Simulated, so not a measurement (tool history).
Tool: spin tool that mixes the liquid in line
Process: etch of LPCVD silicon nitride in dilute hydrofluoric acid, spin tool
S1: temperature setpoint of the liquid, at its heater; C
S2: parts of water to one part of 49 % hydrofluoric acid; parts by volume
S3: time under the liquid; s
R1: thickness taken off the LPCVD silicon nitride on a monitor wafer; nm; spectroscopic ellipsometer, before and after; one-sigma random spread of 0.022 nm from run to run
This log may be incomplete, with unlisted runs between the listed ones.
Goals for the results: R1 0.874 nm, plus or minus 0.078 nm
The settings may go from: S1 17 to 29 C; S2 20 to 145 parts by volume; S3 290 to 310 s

run	day	S1	S2	S3	R1
1	0	21	80	290	1.5868
2	0.121	20.5	85	290	1.544
3	0.212	20	90	290	1.4099
4	0.433	20	90	290	1.3872
5	0.8	19.5	95	290	1.3085
6	1.079	19.5	105	290	1.1628
7	1.179	19	105	290	1.0961
8	1.254	19	105	290	1.0894
9	1.542	18	110	290	1.0058

Of the 5 settings listed for the next run, only one would bring every result within its allowed miss of target. Which one?
A	1.829	17.5	105	305	?
B	1.829	18	145	290	?
C	1.829	17	120	310	?
D	1.829	17	110	310	?
E	1.829	19.5	105	295	?

move	R1
A	1.0726
B	0.7722
C	0.9254
D	1.0066
E	1.1905
A: moves away from the targets compared with the last run
B: moves the result that the last run missed by most past its target, out the other side
C: meets every target
D: about the same distance from the targets as the last run
E: moves away from the targets compared with the last run
C meets every target.
